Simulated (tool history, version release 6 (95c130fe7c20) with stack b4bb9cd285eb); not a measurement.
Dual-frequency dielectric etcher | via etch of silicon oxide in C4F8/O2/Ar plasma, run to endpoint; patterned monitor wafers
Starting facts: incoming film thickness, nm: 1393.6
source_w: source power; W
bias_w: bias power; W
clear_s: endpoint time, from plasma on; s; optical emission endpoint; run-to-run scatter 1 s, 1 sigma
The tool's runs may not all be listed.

| run | hour | source_w | bias_w | clear_s |
|---|---|---|---|---|
| 1 | 0 | 2430 | 2084 | 252.31 |
| 2 | 4.5 | 2630 | 2084 | 240.96 |
| 3 | 10.9 | 3000 | 2084 | 226.6 |
| 4 | 19.4 | 2800 | 2061 | 234.29 |
| 5 | 21.3 | 3000 | 2061 | 227.93 |
| 6 | 24.7 | 2710 | 2061 | 239.4 |
| 7 | 27.7 | 2570 | 2045 | 247.2 |
| 8 | 36.2 | 2470 | 2035 | 251.44 |
| 9 | 39.5 | 2380 | 2025 | 258.45 |
| 10 | 43.1 | 2320 | 2020 | 261.92 |
| 11 | 46.9 | 2270 | 2016 | 264.1 |

Run 12 comes next. What will it give?
| 12 | 51.9 | 2230 | 2012 | ? |

Run 12 produced clear_s 266.63 s.
